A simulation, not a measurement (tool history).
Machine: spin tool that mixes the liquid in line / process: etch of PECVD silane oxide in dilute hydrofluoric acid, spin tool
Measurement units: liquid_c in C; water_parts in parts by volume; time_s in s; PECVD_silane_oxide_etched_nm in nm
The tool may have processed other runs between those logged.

run 1 hour=0.0 | liquid_c=20.0 water_parts=65 time_s=135 | PECVD_silane_oxide_etched_nm=29.429
run 2 hour=4.5 | liquid_c=21.0 water_parts=65 time_s=135 | PECVD_silane_oxide_etched_nm=30.773
run 3 hour=8.4 | liquid_c=21.0 water_parts=65 time_s=145 | PECVD_silane_oxide_etched_nm=32.965
run 4 hour=16.7 | liquid_c=21.5 water_parts=65 time_s=145 | PECVD_silane_oxide_etched_nm=33.569
run 5 hour=24.6 | liquid_c=21.5 water_parts=65 time_s=135 | PECVD_silane_oxide_etched_nm=31.622
run 6 hour=32.3 | liquid_c=21.5 water_parts=65 time_s=145 | PECVD_silane_oxide_etched_nm=33.854

For run 7, what comes out?
run 7 hour=36.1 | liquid_c=22.0 water_parts=65 time_s=145 | PECVD_silane_oxide_etched_nm=?

PECVD_silane_oxide_etched_nm: 34.262 nm

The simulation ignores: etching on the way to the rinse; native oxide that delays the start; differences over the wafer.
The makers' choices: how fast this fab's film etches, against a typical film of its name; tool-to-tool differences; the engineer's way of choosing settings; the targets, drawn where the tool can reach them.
